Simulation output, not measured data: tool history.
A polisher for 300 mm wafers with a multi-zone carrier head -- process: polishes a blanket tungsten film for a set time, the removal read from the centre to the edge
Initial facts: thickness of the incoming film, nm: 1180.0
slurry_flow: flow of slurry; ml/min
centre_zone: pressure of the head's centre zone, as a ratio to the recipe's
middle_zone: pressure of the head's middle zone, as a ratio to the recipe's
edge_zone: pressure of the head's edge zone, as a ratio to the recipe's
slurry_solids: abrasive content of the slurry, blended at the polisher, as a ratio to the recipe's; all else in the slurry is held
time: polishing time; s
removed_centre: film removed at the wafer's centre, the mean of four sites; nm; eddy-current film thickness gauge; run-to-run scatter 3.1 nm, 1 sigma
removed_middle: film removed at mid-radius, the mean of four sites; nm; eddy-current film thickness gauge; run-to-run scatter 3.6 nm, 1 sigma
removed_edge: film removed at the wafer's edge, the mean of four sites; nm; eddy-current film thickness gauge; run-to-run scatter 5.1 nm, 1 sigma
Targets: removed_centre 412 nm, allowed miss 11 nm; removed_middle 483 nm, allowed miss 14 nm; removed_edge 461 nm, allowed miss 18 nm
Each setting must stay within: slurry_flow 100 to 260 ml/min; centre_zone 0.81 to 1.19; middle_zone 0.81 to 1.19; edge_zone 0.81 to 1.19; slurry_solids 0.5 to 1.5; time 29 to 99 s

{"run": 1, "day": 0.0, "slurry_flow": 165, "centre_zone": 1, "middle_zone": 1, "edge_zone": 1, "slurry_solids": 1, "time": 64, "removed_centre": 355.31, "removed_middle": 335.54, "removed_edge": 346.01}
{"run": 2, "day": 0.067, "slurry_flow": 175, "centre_zone": 0.98, "middle_zone": 1.04, "edge_zone": 1.04, "slurry_solids": 1.1, "time": 65, "removed_centre": 369.24, "removed_middle": 366.4, "removed_edge": 379.3}
{"run": 3, "day": 0.142, "slurry_flow": 175, "centre_zone": 0.98, "middle_zone": 1.07, "edge_zone": 1.04, "slurry_solids": 1.1, "time": 65, "removed_centre": 367.84, "removed_middle": 376.86, "removed_edge": 370.57}
{"run": 4, "day": 0.2, "slurry_flow": 190, "centre_zone": 0.97, "middle_zone": 1.1, "edge_zone": 1.07, "slurry_solids": 1.15, "time": 65, "removed_centre": 369.71, "removed_middle": 394.6, "removed_edge": 387.05}
{"run": 5, "day": 0.554, "slurry_flow": 190, "centre_zone": 0.97, "middle_zone": 1.1, "edge_zone": 1.07, "slurry_solids": 1, "time": 65, "removed_centre": 360.32, "removed_middle": 376.62, "removed_edge": 368.39}
{"run": 6, "day": 0.9, "slurry_flow": 200, "centre_zone": 0.97, "middle_zone": 1.12, "edge_zone": 1.09, "slurry_solids": 1.1, "time": 65, "removed_centre": 376.73, "removed_middle": 405.16, "removed_edge": 383.54}
{"run": 7, "day": 1.138, "slurry_flow": 205, "centre_zone": 0.96, "middle_zone": 1.12, "edge_zone": 1.11, "slurry_solids": 1.2, "time": 65, "removed_centre": 381.71, "removed_middle": 413.22, "removed_edge": 402.41}
{"run": 8, "day": 1.196, "slurry_flow": 210, "centre_zone": 0.95, "middle_zone": 1.13, "edge_zone": 1.12, "slurry_solids": 1.25, "time": 65, "removed_centre": 391.03, "removed_middle": 423.49, "removed_edge": 410.24}
{"run": 9, "day": 1.367, "slurry_flow": 215, "centre_zone": 0.94, "middle_zone": 1.14, "edge_zone": 1.13, "slurry_solids": 1.3, "time": 65, "removed_centre": 387.11, "removed_middle": 431.8, "removed_edge": 418.87}
{"run": 10, "day": 1.442, "slurry_flow": 220, "centre_zone": 0.94, "middle_zone": 1.15, "edge_zone": 1.14, "slurry_solids": 1.35, "time": 65, "removed_centre": 396.11, "removed_middle": 441.52, "removed_edge": 426.59}
{"run": 11, "day": 1.554, "slurry_flow": 225, "centre_zone": 0.93, "middle_zone": 1.16, "edge_zone": 1.15, "slurry_solids": 1.4, "time": 65, "removed_centre": 394.56, "removed_middle": 455.66, "removed_edge": 444.47}
{"run": 12, "day": 1.746, "slurry_flow": 230, "centre_zone": 0.93, "middle_zone": 1.17, "edge_zone": 1.15, "slurry_solids": 1.4, "time": 65, "removed_centre": 394.72, "removed_middle": 455.91, "removed_edge": 433.77}
{"run": 13, "day": 1.858, "slurry_flow": 230, "centre_zone": 0.93, "middle_zone": 1.17, "edge_zone": 1.16, "slurry_solids": 1.4, "time": 65, "removed_centre": 398.27, "removed_middle": 463.09, "removed_edge": 433.7}
{"run": 14, "day": 2.125, "slurry_flow": 230, "centre_zone": 0.93, "middle_zone": 1.17, "edge_zone": 1.16, "slurry_solids": 1.4, "time": 65, "removed_centre": 396.85, "removed_middle": 453.05, "removed_edge": 437.11}
{"run": 15, "day": 2.275, "slurry_flow": 230, "centre_zone": 0.93, "middle_zone": 1.17, "edge_zone": 1.16, "slurry_solids": 1.4, "time": 65, "removed_centre": 392.24, "removed_middle": 458.7, "removed_edge": 434.12}

Exercise: of the 5 proposed moves below, exactly one satisfies all targets within the stated allowed misses. Which move is it?
{"run": "A", "day": 2.425, "slurry_flow": 240, "centre_zone": 0.91, "middle_zone": 1.16, "edge_zone": 1.19, "slurry_solids": 1.35, "time": 62, "removed_centre": "?", "removed_middle": "?", "removed_edge": "?"}
{"run": "B", "day": 2.425, "slurry_flow": 220, "centre_zone": 0.96, "middle_zone": 1.17, "edge_zone": 1.16, "slurry_solids": 1.5, "time": 67, "removed_centre": "?", "removed_middle": "?", "removed_edge": "?"}
{"run": "C", "day": 2.425, "slurry_flow": 200, "centre_zone": 0.92, "middle_zone": 1.18, "edge_zone": 1.17, "slurry_solids": 1.25, "time": 73, "removed_centre": "?", "removed_middle": "?", "removed_edge": "?"}
{"run": "D", "day": 2.425, "slurry_flow": 245, "centre_zone": 0.95, "middle_zone": 1.16, "edge_zone": 1.19, "slurry_solids": 1.4, "time": 64, "removed_centre": "?", "removed_middle": "?", "removed_edge": "?"}
{"run": "E", "day": 2.425, "slurry_flow": 230, "centre_zone": 0.89, "middle_zone": 1.15, "edge_zone": 1.17, "slurry_solids": 1.5, "time": 73, "removed_centre": "?", "removed_middle": "?", "removed_edge": "?"}

move=A removed_centre=369.72 removed_middle=433.71 removed_edge=421.24
move=B removed_centre=430.58 removed_middle=482.62 removed_edge=461.69
move=C removed_centre=417.37 removed_middle=492.8 removed_edge=471.12
move=D removed_centre=404.4 removed_middle=454.02 removed_edge=440.78
move=E removed_centre=437.51 removed_middle=521.38 removed_edge=507.26
A: the biggest miss grows against the last run
B: pushes the last run's worst result past its target
C: hits every target within its allowed miss
D: gets the furthest-off result to its target, but another result is out of tolerance
E: pushes the last run's worst result past its target
Move C is the one to make.
